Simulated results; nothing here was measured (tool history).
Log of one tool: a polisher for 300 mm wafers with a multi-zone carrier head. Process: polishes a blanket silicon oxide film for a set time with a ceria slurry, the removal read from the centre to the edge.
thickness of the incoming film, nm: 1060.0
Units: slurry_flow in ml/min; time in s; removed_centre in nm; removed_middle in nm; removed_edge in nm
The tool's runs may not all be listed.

run  hour  slurry_flow  centre_zone  middle_zone  edge_zone  time  removed_centre  removed_middle  removed_edge
  1     0          205            1            1          1    49          409.44          398.48        406.35
  2     2          200         0.99         0.97       0.96    45          373.25          359.31         360.6
  3   5.1          180         0.99         0.97       0.96    45          364.81          348.83        364.25
  4     8          190         0.97         0.94       0.93    43          352.81          336.06         339.9
  5  13.9          180         0.95         0.91       0.91    42          329.51          319.98        326.74
  6  14.7          180         0.95         0.91       0.91    51          401.02          393.96        397.98
  7  18.7          180         0.95         0.91       0.91    51          397.28          383.21        397.97
  8  27.3          175         0.94         0.89       0.89    47          353.76          354.68        359.89
  9    30          175         0.95         0.87       0.88    44          338.22          324.61        336.31
 10  32.2          175         0.95         0.86       0.87    42          326.36          307.51        317.85

Run 11 comes next. What will it give?
 11  33.6          170         0.94         0.85       0.86    41               ?               ?             ?

removed_centre: 312.69 nm
removed_middle: 299.05 nm
removed_edge: 312.24 nm
